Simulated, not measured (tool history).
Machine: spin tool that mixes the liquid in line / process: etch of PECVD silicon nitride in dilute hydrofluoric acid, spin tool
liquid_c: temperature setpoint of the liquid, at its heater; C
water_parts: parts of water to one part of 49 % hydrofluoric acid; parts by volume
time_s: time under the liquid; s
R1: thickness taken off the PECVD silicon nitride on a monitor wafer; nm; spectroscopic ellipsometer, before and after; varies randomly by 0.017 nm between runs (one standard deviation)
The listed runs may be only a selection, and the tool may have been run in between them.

Run 1, hour 0.0: liquid_c 24.0 C, water_parts 115 parts by volume, time_s 95 s. Result: R1 2.2786 nm.
Run 2, hour 2.7: liquid_c 20.5 C, water_parts 115 parts by volume, time_s 95 s. Result: R1 1.8111 nm.
Run 3, hour 11.5: liquid_c 20.5 C, water_parts 145 parts by volume, time_s 95 s. Result: R1 1.4473 nm.
Run 4, hour 16.8: liquid_c 18.0 C, water_parts 145 parts by volume, time_s 95 s. Result: R1 1.2266 nm.
Run 5, hour 25.7: liquid_c 18.0 C, water_parts 145 parts by volume, time_s 75 s. Result: R1 0.9655 nm.
Run 6, hour 31.6: liquid_c 18.0 C, water_parts 145 parts by volume, time_s 95 s. Result: R1 1.2223 nm.
Run 7, hour 37.9: liquid_c 18.0 C, water_parts 145 parts by volume, time_s 95 s. Result: R1 1.2224 nm.
Run 8, hour 41.6: liquid_c 22.0 C, water_parts 140 parts by volume, time_s 95 s. Result: R1 1.6497 nm.
Run 9, hour 45.5: liquid_c 25.0 C, water_parts 140 parts by volume, time_s 95 s. Result: R1 2.0070 nm.
Run 10, hour 46.8: liquid_c 27.0 C, water_parts 140 parts by volume, time_s 95 s. Result: R1 2.2872 nm.
Run 11, hour 48.9: liquid_c 28.5 C, water_parts 140 parts by volume, time_s 95 s. Result: R1 2.5000 nm.
Run 12, hour 51.6: liquid_c 29.5 C, water_parts 140 parts by volume, time_s 95 s. Result: R1 2.6656 nm.
Run 13, hour 56.7: liquid_c 30.0 C, water_parts 140 parts by volume, time_s 95 s. Result: R1 2.7453 nm.

For run 14, what comes out?
Run 14, hour 59.0: liquid_c 30.5 C, water_parts 140 parts by volume, time_s 95 s. Result: R1 ?.

R1: 2.8578 nm
